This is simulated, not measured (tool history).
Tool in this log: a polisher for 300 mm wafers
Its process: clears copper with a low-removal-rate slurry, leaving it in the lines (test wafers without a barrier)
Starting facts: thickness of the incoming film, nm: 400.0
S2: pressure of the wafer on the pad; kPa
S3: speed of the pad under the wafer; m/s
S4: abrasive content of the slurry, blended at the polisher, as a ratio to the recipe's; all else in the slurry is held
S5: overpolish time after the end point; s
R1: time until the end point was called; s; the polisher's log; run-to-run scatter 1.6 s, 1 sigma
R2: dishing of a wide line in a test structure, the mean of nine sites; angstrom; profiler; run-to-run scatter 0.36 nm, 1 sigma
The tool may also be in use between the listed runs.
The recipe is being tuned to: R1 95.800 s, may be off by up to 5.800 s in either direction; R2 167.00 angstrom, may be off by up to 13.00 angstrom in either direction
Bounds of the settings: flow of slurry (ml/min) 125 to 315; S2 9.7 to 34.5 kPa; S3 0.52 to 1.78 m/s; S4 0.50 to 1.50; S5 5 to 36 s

run 1 hour=0.0 | flow_of_slurry_(ml/min)=205 S2=22.1 S3=1.14 S4=1.00 S5=18 | R1=113.790 R2=448.59
run 2 hour=4.8 | flow_of_slurry_(ml/min)=205 S2=20.7 S3=1.22 S4=1.00 S5=16 | R1=110.210 R2=400.77
run 3 hour=13.6 | flow_of_slurry_(ml/min)=205 S2=24.8 S3=1.22 S4=1.00 S5=16 | R1=94.990 R2=454.75
run 4 hour=21.2 | flow_of_slurry_(ml/min)=205 S2=22.8 S3=1.22 S4=1.00 S5=16 | R1=103.680 R2=438.49
run 5 hour=24.7 | flow_of_slurry_(ml/min)=205 S2=22.8 S3=1.22 S4=0.85 S5=16 | R1=106.760 R2=432.15
run 6 hour=27.1 | flow_of_slurry_(ml/min)=205 S2=22.8 S3=1.00 S4=0.85 S5=16 | R1=130.060 R2=357.96
run 7 hour=33.0 | flow_of_slurry_(ml/min)=225 S2=24.1 S3=0.94 S4=0.95 S5=14 | R1=126.650 R2=326.28
run 8 hour=41.5 | flow_of_slurry_(ml/min)=240 S2=25.5 S3=0.88 S4=1.05 S5=12 | R1=123.590 R2=288.12
-- hour=50.1 slurry nozzle cleaned
run 9 hour=50.1 | flow_of_slurry_(ml/min)=255 S2=26.9 S3=0.82 S4=1.15 S5=11 | R1=124.900 R2=279.26
run 10 hour=57.0 | flow_of_slurry_(ml/min)=265 S2=28.3 S3=0.78 S4=1.10 S5=10 | R1=122.190 R2=254.83
run 11 hour=64.8 | flow_of_slurry_(ml/min)=275 S2=29.6 S3=0.78 S4=1.00 S5=9 | R1=115.730 R2=237.54
run 12 hour=68.7 | flow_of_slurry_(ml/min)=285 S2=30.3 S3=0.78 S4=0.90 S5=8 | R1=116.450 R2=226.85
run 13 hour=77.4 | flow_of_slurry_(ml/min)=290 S2=31.0 S3=0.78 S4=0.80 S5=7 | R1=118.670 R2=193.44
run 14 hour=80.5 | flow_of_slurry_(ml/min)=295 S2=31.7 S3=0.80 S4=0.75 S5=7 | R1=112.820 R2=202.58
run 15 hour=84.6 | flow_of_slurry_(ml/min)=300 S2=32.4 S3=0.82 S4=0.70 S5=7 | R1=110.830 R2=207.70
run 16 hour=87.8 | flow_of_slurry_(ml/min)=300 S2=32.4 S3=0.82 S4=0.70 S5=7 | R1=108.190 R2=197.38
run 17 hour=90.0 | flow_of_slurry_(ml/min)=305 S2=33.1 S3=0.84 S4=0.65 S5=7 | R1=104.200 R2=217.51
run 18 hour=94.1 | flow_of_slurry_(ml/min)=305 S2=33.1 S3=0.84 S4=0.60 S5=7 | R1=105.990 R2=202.09
run 19 hour=95.8 | flow_of_slurry_(ml/min)=305 S2=33.1 S3=0.84 S4=0.60 S5=7 | R1=102.580 R2=216.82
run 20 hour=101.3 | flow_of_slurry_(ml/min)=310 S2=33.8 S3=0.82 S4=0.55 S5=6 | R1=106.800 R2=179.61
run 21 hour=102.2 | flow_of_slurry_(ml/min)=310 S2=33.8 S3=0.84 S4=0.55 S5=6 | R1=103.900 R2=183.88

Of the 4 settings listed for the next run, only one would bring every result within its allowed miss of target. Which one?
run A hour=103.1 | flow_of_slurry_(ml/min)=315 S2=31.7 S3=0.74 S4=0.65 S5=9 | R1=? R2=?
run B hour=103.1 | flow_of_slurry_(ml/min)=315 S2=34.5 S3=0.78 S4=0.60 S5=8 | R1=? R2=?
run C hour=103.1 | flow_of_slurry_(ml/min)=315 S2=31.7 S3=0.82 S4=0.50 S5=5 | R1=? R2=?
run D hour=103.1 | flow_of_slurry_(ml/min)=300 S2=33.1 S3=0.94 S4=0.50 S5=5 | R1=? R2=?

move=A R1=122.450 R2=234.58
move=B R1=108.570 R2=235.52
move=C R1=115.180 R2=144.03
move=D R1=97.233 R2=168.95
A: lands further from the targets than the last run did
B: lands further from the targets than the last run did
C: lands further from the targets than the last run did
D: meets every target
Go with D: it meets all targets.

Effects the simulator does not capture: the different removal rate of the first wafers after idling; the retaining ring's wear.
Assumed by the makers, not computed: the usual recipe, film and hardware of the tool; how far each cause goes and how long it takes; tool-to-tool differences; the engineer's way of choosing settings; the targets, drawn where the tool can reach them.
